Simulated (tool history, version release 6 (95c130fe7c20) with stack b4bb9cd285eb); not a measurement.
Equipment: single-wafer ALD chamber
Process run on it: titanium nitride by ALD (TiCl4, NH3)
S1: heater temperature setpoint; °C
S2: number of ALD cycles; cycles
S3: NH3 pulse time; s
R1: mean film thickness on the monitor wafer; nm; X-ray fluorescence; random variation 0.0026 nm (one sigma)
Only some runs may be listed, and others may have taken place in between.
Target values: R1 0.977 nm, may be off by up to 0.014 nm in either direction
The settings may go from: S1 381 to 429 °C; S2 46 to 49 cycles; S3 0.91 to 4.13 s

run	hour	S1	S2	S3	R1
1	0	405	49	2.52	1.054
2	1.3	405	49	2.52	1.0515
3	8.8	405	49	1.9	1.0438
4	17.4	405	49	2.54	1.0604
5	18.2	405	49	2.54	1.0638
6	22.6	405	49	2.54	1.0596
7	29.7	405	49	2.54	1.0598
8	38.5	404	48	2.19	1.028
9	40.2	403	47	2.06	1.005
10	44.7	402	47	1.97	1.0048
11	46.6	401	47	1.85	1
12	55.5	401	47	1.8	0.99918
13	58	401	47	1.76	0.99741
14	61.2	401	47	1.76	0.99893
15	63.3	401	47	1.72	0.99267

Consider the 5 candidate settings below. Which is the only one whose results all fall within their allowed miss of target?
A	65.4	405	49	1.38	?
B	65.4	403	47	1.86	?
C	65.4	404	46	1.73	?
D	65.4	404	48	1.73	?
E	65.4	401	47	2.11	?

move	R1
A	1.0381
B	1.0074
C	0.98357
D	1.0263
E	1.0116
A: lands further from the targets than the last run did
B: lands further from the targets than the last run did
C: meets every target
D: lands further from the targets than the last run did
E: lands further from the targets than the last run did
The right move is C.
